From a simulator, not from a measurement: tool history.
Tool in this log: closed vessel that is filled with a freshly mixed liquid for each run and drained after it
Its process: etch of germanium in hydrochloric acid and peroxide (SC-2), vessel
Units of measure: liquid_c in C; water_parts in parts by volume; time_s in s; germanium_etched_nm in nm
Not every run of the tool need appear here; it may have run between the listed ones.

run,hour,liquid_c,water_parts,time_s,germanium_etched_nm
1,0.0,45.0,7.5,90,132.17
2,8.5,45.0,7.5,100,146.75
3,17.0,41.5,8.0,95,122.54
4,20.7,41.5,8.0,90,114.74
5,21.9,41.5,8.0,100,128.25
6,23.5,36.5,8.0,100,108.83

What does the tool deliver on the next run?
7,26.9,36.0,8.0,95,?

germanium_etched_nm: 102.54 nm
